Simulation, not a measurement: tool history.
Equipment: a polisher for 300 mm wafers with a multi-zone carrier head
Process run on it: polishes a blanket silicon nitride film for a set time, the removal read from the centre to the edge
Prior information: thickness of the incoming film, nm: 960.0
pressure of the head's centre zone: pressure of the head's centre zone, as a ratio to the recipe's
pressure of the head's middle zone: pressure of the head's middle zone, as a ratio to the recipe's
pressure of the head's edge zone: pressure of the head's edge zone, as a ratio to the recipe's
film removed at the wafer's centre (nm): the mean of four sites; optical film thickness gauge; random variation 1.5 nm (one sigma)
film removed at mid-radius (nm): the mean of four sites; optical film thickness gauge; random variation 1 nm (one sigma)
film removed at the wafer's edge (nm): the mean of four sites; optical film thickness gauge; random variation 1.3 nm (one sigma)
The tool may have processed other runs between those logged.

run	hour	flow of slurry (ml/min)	pressure of the head's centre zone	pressure of the head's middle zone	pressure of the head's edge zone	polishing time (s)	film removed at the wafer's centre (nm)	film removed at mid-radius (nm)	film removed at the wafer's edge (nm)
1	0.0	275	1.00	1.00	1.00	86	170.55	167.58	171.82
2	8.8	275	0.92	1.00	1.00	86	154.58	168.22	172.94
3	15.7	265	0.94	0.95	1.00	85	155.77	160.57	167.34
4	19.4	265	0.94	0.95	1.00	67	124.03	124.02	131.58
5	20.0	280	0.96	0.93	1.05	69	133.02	126.64	140.72
6	24.1	280	0.96	0.93	1.13	69	130.17	129.46	146.64

For run 7, what comes out?
7	31.0	295	0.98	0.92	1.14	70	?	?	?

Run 7 measured film removed at the wafer's centre (nm) 134.86, film removed at mid-radius (nm) 127.95, film removed at the wafer's edge (nm) 150.99.

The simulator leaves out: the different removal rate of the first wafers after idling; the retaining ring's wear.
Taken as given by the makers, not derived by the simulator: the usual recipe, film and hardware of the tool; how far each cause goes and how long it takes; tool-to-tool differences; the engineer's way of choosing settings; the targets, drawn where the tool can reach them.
